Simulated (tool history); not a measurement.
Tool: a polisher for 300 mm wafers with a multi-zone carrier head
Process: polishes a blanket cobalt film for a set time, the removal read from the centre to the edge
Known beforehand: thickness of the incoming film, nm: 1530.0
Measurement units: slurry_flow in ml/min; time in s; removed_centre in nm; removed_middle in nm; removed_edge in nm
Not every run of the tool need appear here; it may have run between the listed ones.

| run | day | slurry_flow | centre_zone | middle_zone | edge_zone | time | removed_centre | removed_middle | removed_edge |
|---|---|---|---|---|---|---|---|---|---|
| 1 | 0.000 | 215 | 1.00 | 1.00 | 1.00 | 32 | 177.31 | 162.96 | 161.47 |
| 2 | 0.271 | 215 | 1.00 | 1.00 | 1.00 | 37 | 200.97 | 189.23 | 183.84 |
| 3 | 0.517 | 215 | 1.00 | 1.00 | 1.00 | 31 | 174.79 | 165.08 | 157.51 |
| 4 | 0.654 | 215 | 1.00 | 1.00 | 0.95 | 31 | 170.82 | 160.74 | 151.37 |
| 5 | 0.921 | 180 | 1.00 | 1.00 | 0.95 | 31 | 165.29 | 154.01 | 151.17 |
| 6 | 1.008 | 170 | 0.97 | 1.01 | 0.99 | 33 | 169.51 | 171.24 | 161.33 |
| 7 | 1.238 | 170 | 0.97 | 1.01 | 0.99 | 33 | 172.87 | 168.07 | 162.35 |
| 8 | 1.258 | 170 | 0.97 | 1.01 | 0.99 | 33 | 172.71 | 170.40 | 162.98 |
| 9 | 1.562 | 160 | 0.93 | 0.99 | 1.03 | 34 | 169.58 | 169.28 | 172.08 |
| 10 | 1.917 | 160 | 0.91 | 1.00 | 1.06 | 35 | 164.91 | 174.83 | 177.35 |
| 11 | 2.154 | 160 | 0.90 | 1.00 | 1.08 | 36 | 174.27 | 178.21 | 184.41 |
| 12 | 2.238 | 160 | 0.88 | 1.01 | 1.10 | 37 | 175.70 | 186.32 | 191.25 |

Expected results for the next run?
| 13 | 2.375 | 160 | 0.87 | 1.01 | 1.11 | 38 | ? | ? | ? |

Run 13 yielded removed_centre 181.13 nm, removed_middle 191.61 nm, removed_edge 193.13 nm.
